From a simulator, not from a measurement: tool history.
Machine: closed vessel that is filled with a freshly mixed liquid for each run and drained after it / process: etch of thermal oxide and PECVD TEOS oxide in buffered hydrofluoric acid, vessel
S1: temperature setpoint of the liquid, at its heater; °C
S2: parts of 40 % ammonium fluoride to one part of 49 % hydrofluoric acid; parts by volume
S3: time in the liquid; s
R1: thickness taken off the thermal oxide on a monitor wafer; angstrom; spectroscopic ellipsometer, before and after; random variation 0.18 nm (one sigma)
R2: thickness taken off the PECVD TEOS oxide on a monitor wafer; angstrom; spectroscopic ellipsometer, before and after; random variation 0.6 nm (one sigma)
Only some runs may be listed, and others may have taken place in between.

run	hour	S1	S2	S3	R1	R2
1	0.0	20.0	10.5	60	514.73	882.09
2	8.8	19.5	10.5	60	503.97	837.21
3	9.7	17.0	10.5	60	436.20	744.57
4	13.0	17.0	11.5	60	400.02	668.16
5	20.9	17.0	10.5	60	433.03	733.76
6	23.1	18.5	10.5	60	474.42	816.57

For run 7, what comes out?
7	26.9	17.5	11.5	60	?	?

Run 7 gave R1 412.33 angstrom, R2 686.55 angstrom.

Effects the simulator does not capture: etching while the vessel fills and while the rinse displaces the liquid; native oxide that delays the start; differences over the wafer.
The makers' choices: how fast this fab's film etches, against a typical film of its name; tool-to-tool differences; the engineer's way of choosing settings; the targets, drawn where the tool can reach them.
